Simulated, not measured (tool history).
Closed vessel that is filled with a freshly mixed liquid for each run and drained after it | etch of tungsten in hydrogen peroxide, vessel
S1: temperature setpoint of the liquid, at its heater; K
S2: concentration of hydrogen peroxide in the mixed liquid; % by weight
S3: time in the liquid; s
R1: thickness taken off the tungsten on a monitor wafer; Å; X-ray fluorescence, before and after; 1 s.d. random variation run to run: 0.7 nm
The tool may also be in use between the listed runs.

Run 1, hour 0.0: S1 322.15 K, S2 21.5 % by weight, S3 95 s. Result: R1 2278.5 Å.
Run 2, hour 7.9: S1 322.15 K, S2 24.0 % by weight, S3 95 s. Result: R1 2427.7 Å.
Run 3, hour 9.4: S1 321.15 K, S2 24.0 % by weight, S3 95 s. Result: R1 2251.5 Å.
Run 4, hour 15.2: S1 321.15 K, S2 21.5 % by weight, S3 95 s. Result: R1 2153.3 Å.
Run 5, hour 17.1: S1 321.15 K, S2 21.5 % by weight, S3 95 s. Result: R1 2147.1 Å.
Run 6, hour 25.2: S1 321.15 K, S2 21.5 % by weight, S3 100 s. Result: R1 2251.3 Å.
Run 7, hour 30.6: S1 320.65 K, S2 21.5 % by weight, S3 100 s. Result: R1 2173.2 Å.
Run 8, hour 31.5: S1 320.15 K, S2 21.5 % by weight, S3 100 s. Result: R1 2123.5 Å.
Run 9, hour 39.5: S1 319.65 K, S2 21.5 % by weight, S3 100 s. Result: R1 2061.5 Å.

What does the tool deliver on the next run?
Run 10, hour 41.5: S1 319.65 K, S2 21.5 % by weight, S3 100 s. Result: R1 ?.

R1: 2046.1 Å
